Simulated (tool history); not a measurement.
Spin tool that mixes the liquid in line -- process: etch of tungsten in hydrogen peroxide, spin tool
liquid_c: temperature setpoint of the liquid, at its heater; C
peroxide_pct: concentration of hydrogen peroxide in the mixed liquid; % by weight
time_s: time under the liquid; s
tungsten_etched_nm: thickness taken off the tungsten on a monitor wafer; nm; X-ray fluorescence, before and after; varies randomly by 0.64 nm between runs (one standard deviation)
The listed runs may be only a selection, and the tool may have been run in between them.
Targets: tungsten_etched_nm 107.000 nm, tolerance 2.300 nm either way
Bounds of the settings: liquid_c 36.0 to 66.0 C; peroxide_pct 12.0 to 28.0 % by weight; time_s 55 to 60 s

run,hour,liquid_c,peroxide_pct,time_s,tungsten_etched_nm
1,0.0,52.0,19.0,55,63.478
2,5.5,52.0,19.0,60,68.816
3,9.9,52.0,15.5,60,62.061
4,18.4,52.0,15.5,60,62.793
5,26.7,52.0,15.5,55,57.216
# hour 31.3: peroxide flow meter replaced
6,31.3,49.0,15.5,55,50.007
7,38.0,52.0,16.0,55,60.552
8,42.9,52.0,16.0,55,61.008
9,47.4,53.5,16.0,55,66.675
10,54.5,55.0,16.0,55,72.602
11,58.0,56.0,16.0,55,77.903
12,60.5,57.0,16.0,55,81.807
13,68.2,62.5,16.0,55,111.790

Pick the move, out of 5, that brings all results within their allowed miss; only one does.
A,75.9,62.5,12.0,60,?
B,75.9,62.0,19.0,55,?
C,75.9,64.0,14.5,55,?
D,75.9,63.5,16.5,55,?
E,75.9,61.5,15.5,60,?

move,tungsten_etched_nm
A,106.760
B,119.690
C,117.070
D,121.420
E,114.630
A: in spec on every target
B: the biggest miss grows against the last run
C: the biggest miss grows against the last run
D: the biggest miss grows against the last run
E: the biggest miss grows against the last run
Go with A: it meets all targets.

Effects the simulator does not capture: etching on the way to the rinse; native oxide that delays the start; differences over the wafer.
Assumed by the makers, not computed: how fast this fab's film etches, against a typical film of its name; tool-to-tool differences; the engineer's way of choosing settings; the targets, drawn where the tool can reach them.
